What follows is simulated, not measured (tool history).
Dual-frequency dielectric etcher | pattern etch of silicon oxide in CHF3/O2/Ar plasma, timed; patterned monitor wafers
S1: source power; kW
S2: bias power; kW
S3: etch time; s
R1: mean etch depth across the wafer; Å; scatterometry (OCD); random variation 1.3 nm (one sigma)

run 1 hour=0 | S1=0.63 S2=0.132 S3=350.5 | R1=6329.4
run 2 hour=3.2 | S1=0.63 S2=0.149 S3=350.5 | R1=6511.5
run 3 hour=7.8 | S1=0.71 S2=0.149 S3=350.5 | R1=6830.8
run 4 hour=8.3 | S1=0.71 S2=0.149 S3=350.5 | R1=6839.1
run 5 hour=11 | S1=0.65 S2=0.146 S3=349.5 | R1=6510.9
run 6 hour=13.5 | S1=0.75 S2=0.146 S3=349.5 | R1=6938

Forecast run 7:
run 7 hour=15.3 | S1=0.69 S2=0.142 S3=348.5 | R1=?

Run 7 gave R1 6637.7 Å.
